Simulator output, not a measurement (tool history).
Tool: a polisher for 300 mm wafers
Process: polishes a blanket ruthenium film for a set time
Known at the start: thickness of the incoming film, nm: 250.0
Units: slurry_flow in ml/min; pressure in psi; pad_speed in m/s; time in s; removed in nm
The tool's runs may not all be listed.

Run 1, hour 0.0: slurry_flow 195 ml/min, pressure 1.9 psi, pad_speed 1.00 m/s, time 89 s. Result: removed 103.48 nm.
Run 2, hour 0.8: slurry_flow 170 ml/min, pressure 1.9 psi, pad_speed 1.00 m/s, time 89 s. Result: removed 102.84 nm.
Run 3, hour 6.1: slurry_flow 170 ml/min, pressure 2.2 psi, pad_speed 1.00 m/s, time 89 s. Result: removed 115.82 nm.
Run 4, hour 12.7: slurry_flow 170 ml/min, pressure 2.2 psi, pad_speed 1.00 m/s, time 94 s. Result: removed 123.70 nm.
Run 5, hour 21.0: slurry_flow 170 ml/min, pressure 2.2 psi, pad_speed 1.24 m/s, time 94 s. Result: removed 142.65 nm.
Run 6, hour 27.6: slurry_flow 165 ml/min, pressure 1.9 psi, pad_speed 1.24 m/s, time 94 s. Result: removed 127.01 nm.

Forecast run 7:
Run 7, hour 31.3: slurry_flow 160 ml/min, pressure 1.7 psi, pad_speed 1.22 m/s, time 94 s. Result: removed ?.

Run 7 gave removed 113.57 nm.
